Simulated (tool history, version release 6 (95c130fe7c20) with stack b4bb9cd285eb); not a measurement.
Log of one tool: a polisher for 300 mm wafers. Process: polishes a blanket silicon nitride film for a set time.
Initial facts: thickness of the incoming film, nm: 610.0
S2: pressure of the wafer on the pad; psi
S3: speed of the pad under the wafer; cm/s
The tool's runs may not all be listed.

run 1 hour=0.0 | flow_of_slurry_(ml/min)=125 S2=3.3 S3=98 polishing_time_(s)=35 | film_removed_(Å)=442.30
run 2 hour=3.3 | flow_of_slurry_(ml/min)=125 S2=3.3 S3=110 polishing_time_(s)=35 | film_removed_(Å)=517.60
run 3 hour=10.6 | flow_of_slurry_(ml/min)=125 S2=3.3 S3=110 polishing_time_(s)=35 | film_removed_(Å)=484.22
run 4 hour=15.9 | flow_of_slurry_(ml/min)=125 S2=3.6 S3=110 polishing_time_(s)=35 | film_removed_(Å)=539.39
run 5 hour=18.0 | flow_of_slurry_(ml/min)=100 S2=3.6 S3=110 polishing_time_(s)=35 | film_removed_(Å)=500.43
run 6 hour=19.9 | flow_of_slurry_(ml/min)=100 S2=3.4 S3=110 polishing_time_(s)=35 | film_removed_(Å)=482.15

What does the tool deliver on the next run?
run 7 hour=24.2 | flow_of_slurry_(ml/min)=100 S2=3.2 S3=110 polishing_time_(s)=35 | film_removed_(Å)=?

Run 7 gave film removed (Å) 460.30.
